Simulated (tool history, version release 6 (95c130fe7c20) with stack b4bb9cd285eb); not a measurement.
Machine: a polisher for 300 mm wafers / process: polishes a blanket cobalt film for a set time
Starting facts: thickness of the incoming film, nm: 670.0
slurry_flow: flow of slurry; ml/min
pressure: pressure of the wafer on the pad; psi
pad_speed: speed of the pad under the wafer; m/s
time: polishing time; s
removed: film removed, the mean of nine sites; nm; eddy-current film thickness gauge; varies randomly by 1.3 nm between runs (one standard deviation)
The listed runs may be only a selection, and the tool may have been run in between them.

Run 1, hour 0: slurry_flow 305 ml/min, pressure 1.6 psi, pad_speed 0.86 m/s, time 40 s. Result: removed 159.82 nm.
Run 2, hour 4.9: slurry_flow 305 ml/min, pressure 1.3 psi, pad_speed 0.86 m/s, time 40 s. Result: removed 130.26 nm.
Run 3, hour 12.3: slurry_flow 305 ml/min, pressure 1.3 psi, pad_speed 0.78 m/s, time 40 s. Result: removed 118.91 nm.
Run 4, hour 19.4: slurry_flow 305 ml/min, pressure 1.5 psi, pad_speed 0.78 m/s, time 40 s. Result: removed 135.26 nm.
Run 5, hour 24.5: slurry_flow 310 ml/min, pressure 1.6 psi, pad_speed 0.78 m/s, time 40 s. Result: removed 144.25 nm.
Run 6, hour 27.6: slurry_flow 310 ml/min, pressure 1.6 psi, pad_speed 0.78 m/s, time 35 s. Result: removed 126.28 nm.
Run 7, hour 29.4: slurry_flow 325 ml/min, pressure 2.1 psi, pad_speed 0.78 m/s, time 35 s. Result: removed 164.35 nm.

Run 8 is up next; what results do you expect?
Run 8, hour 32.9: slurry_flow 325 ml/min, pressure 2.2 psi, pad_speed 0.78 m/s, time 35 s. Result: removed ?.

removed: 173.45 nm
